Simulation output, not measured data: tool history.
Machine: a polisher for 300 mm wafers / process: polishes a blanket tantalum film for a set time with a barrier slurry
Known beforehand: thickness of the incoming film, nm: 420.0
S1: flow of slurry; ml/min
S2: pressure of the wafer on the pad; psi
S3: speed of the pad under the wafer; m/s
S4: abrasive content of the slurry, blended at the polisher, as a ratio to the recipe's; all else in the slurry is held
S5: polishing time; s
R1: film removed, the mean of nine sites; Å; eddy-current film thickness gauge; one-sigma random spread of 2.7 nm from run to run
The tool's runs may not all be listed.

run,hour,S1,S2,S3,S4,S5,R1
1,0,215,1.9,0.78,1,97,1450.1
2,4.9,215,2,0.78,1,97,1488.7
3,8.3,215,2.2,0.78,1,97,1597.4
4,15.7,215,2.3,0.78,1,97,1709.2
5,24.6,215,2.3,0.78,1,97,1691.8
6,28.5,165,2.3,0.78,1,97,1600.8

Run 7 is up next; what results do you expect?
7,31.4,175,2.4,0.78,1,97,?

{"run 7": {"R1": 1694.7}}
